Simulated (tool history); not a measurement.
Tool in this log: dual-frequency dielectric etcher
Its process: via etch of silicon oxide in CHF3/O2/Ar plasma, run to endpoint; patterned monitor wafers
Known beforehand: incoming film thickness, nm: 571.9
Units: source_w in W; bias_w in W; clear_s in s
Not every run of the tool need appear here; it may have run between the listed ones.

run,hour,source_w,bias_w,clear_s
1,0,480,215,311.54
2,6.6,480,199,322
3,9.8,480,232,306.05
4,14.8,550,232,288.25
5,18.4,510,223,300.03
6,24.2,480,223,313.29
7,30.4,460,220,311.03

Run 8, settings as shown, results not yet in. Your forecast:
8,32,360,177,?

{"run 8": {"clear_s": 383.91}}

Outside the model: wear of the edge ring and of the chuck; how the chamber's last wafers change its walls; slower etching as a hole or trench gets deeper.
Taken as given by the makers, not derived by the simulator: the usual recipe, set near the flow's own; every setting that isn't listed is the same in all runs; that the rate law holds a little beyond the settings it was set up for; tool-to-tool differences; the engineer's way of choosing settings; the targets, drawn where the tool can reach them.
